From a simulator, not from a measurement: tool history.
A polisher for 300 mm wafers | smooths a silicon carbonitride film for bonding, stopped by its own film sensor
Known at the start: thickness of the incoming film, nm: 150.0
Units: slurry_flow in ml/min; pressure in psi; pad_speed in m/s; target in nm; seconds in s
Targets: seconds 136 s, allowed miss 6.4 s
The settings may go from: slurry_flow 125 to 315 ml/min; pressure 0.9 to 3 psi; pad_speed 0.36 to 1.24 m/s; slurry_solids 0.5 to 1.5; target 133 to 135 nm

run	hour	slurry_flow	pressure	pad_speed	slurry_solids	target	seconds
1	0	205	1.9	0.8	1	133	93.091
2	3	205	1.9	0.68	1	133	107.85
3	5.9	165	1.9	0.68	1	133	110.67
4	9	165	1.8	0.68	1	133	114.24
5	13.2	165	1.7	0.68	1	133	120.7
6	21.6	165	1.7	0.68	1.15	133	114.42
7	28.7	165	1.6	0.68	1.15	133	114.57
8	37.6	165	1.5	0.68	1.15	133	120.52
9	41.6	165	1.5	0.68	1.15	133	123.57

4 next moves are on the table. One of them brings every result within its allowed miss. Which?
A	45.6	175	1.1	0.64	1.15	134	?
B	45.6	210	1.4	0.58	1.25	133	?
C	45.6	180	1.5	0.68	1.15	133	?
D	45.6	160	1.7	0.64	1.25	133	?

move	seconds
A	150.57
B	134.8
C	119.92
D	111.68
A: takes the result that was furthest off past its target
B: meets every target
C: further off than the last run
D: further off than the last run
Move B is the one to make.
